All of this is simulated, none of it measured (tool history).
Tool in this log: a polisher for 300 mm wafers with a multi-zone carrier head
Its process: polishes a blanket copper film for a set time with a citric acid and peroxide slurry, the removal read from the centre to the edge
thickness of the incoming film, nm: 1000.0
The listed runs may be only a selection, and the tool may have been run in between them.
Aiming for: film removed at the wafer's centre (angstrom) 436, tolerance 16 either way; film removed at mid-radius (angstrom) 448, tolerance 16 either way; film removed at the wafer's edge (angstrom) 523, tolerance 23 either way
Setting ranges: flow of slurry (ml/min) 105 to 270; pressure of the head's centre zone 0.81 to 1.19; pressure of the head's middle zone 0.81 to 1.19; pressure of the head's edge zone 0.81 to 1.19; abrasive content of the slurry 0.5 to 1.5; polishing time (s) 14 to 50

| run | hour | flow of slurry (ml/min) | pressure of the head's centre zone | pressure of the head's middle zone | pressure of the head's edge zone | abrasive content of the slurry | polishing time (s) | film removed at the wafer's centre (angstrom) | film removed at mid-radius (angstrom) | film removed at the wafer's edge (angstrom) |
|---|---|---|---|---|---|---|---|---|---|---|
| 1 | 0 | 175 | 1 | 1 | 1 | 1 | 32 | 731.37 | 734.48 | 750.69 |
| 2 | 2 | 175 | 1 | 1 | 0.93 | 1 | 32 | 740.09 | 737.56 | 717.33 |
| 3 | 9.1 | 175 | 0.92 | 1 | 0.93 | 1 | 32 | 672.17 | 728.49 | 713.74 |
| 4 | 14.2 | 205 | 0.92 | 1 | 0.93 | 1 | 32 | 689.61 | 754.36 | 740.94 |
| 5 | 21.1 | 195 | 0.9 | 0.97 | 0.93 | 0.9 | 31 | 646.07 | 687.1 | 691.58 |
| 6 | 25.2 | 195 | 0.9 | 0.9 | 0.93 | 0.9 | 31 | 651.96 | 652.08 | 696.32 |
| 7 | 29.7 | 185 | 0.88 | 0.89 | 0.94 | 0.85 | 30 | 596.71 | 610.65 | 675.63 |
| 8 | 33.7 | 150 | 0.84 | 0.82 | 0.84 | 0.6 | 25 | 440.28 | 444.71 | 492.47 |

Which single option among these 5 for the next run brings every result within its allowed miss of target? Just one does.
| A | 37.7 | 140 | 0.83 | 0.83 | 0.85 | 0.6 | 24 | ? | ? | ? |
| B | 37.7 | 105 | 0.81 | 0.93 | 0.93 | 0.55 | 26 | ? | ? | ? |
| C | 37.7 | 145 | 0.81 | 0.81 | 0.87 | 0.55 | 29 | ? | ? | ? |
| D | 37.7 | 140 | 0.91 | 0.81 | 0.96 | 0.5 | 25 | ? | ? | ? |
| E | 37.7 | 185 | 0.85 | 0.85 | 1 | 0.55 | 24 | ? | ? | ? |

| move | film removed at the wafer's centre (angstrom) | film removed at mid-radius (angstrom) | film removed at the wafer's edge (angstrom) |
|---|---|---|---|
| A | 415.31 | 426.93 | 475.08 |
| B | 411.81 | 479.52 | 512.59 |
| C | 487.79 | 503.55 | 576.85 |
| D | 465.29 | 427.12 | 513.19 |
| E | 440.76 | 448.53 | 522.17 |
A: the biggest miss grows against the last run
B: the worst result of the last run now meets its target, but another is out of spec
C: takes the biggest miss from the last run beyond its target
D: the worst result of the last run now meets its target, but another is out of spec
E: each result inside its tolerance
Answer: E

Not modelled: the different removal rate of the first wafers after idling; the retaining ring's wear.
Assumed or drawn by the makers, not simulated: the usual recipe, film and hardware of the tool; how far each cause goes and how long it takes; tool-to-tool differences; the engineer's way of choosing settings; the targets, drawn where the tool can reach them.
